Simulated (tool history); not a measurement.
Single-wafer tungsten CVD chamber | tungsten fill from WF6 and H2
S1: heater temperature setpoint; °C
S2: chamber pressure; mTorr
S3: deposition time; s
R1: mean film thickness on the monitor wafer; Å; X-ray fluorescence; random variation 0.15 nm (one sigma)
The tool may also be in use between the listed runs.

| run | hour | S1 | S2 | S3 | R1 |
|---|---|---|---|---|---|
| 1 | 0 | 390 | 27900 | 21.8 | 471.56 |
| 2 | 1.3 | 390 | 26200 | 21.8 | 456.35 |
| 3 | 9.6 | 390 | 26200 | 21.8 | 455.86 |
| 4 | 13.3 | 390 | 26200 | 21.8 | 455.1 |
| 5 | 17.8 | 393 | 26300 | 21.8 | 480.74 |
| 6 | 18.8 | 395 | 26400 | 21.8 | 497.97 |
| 7 | 21.6 | 397 | 26500 | 21.8 | 516.6 |

The next listed run, before its measurement:
| 8 | 26 | 398 | 26500 | 21.8 | ? |

{"run 8": {"R1": 526.22}}
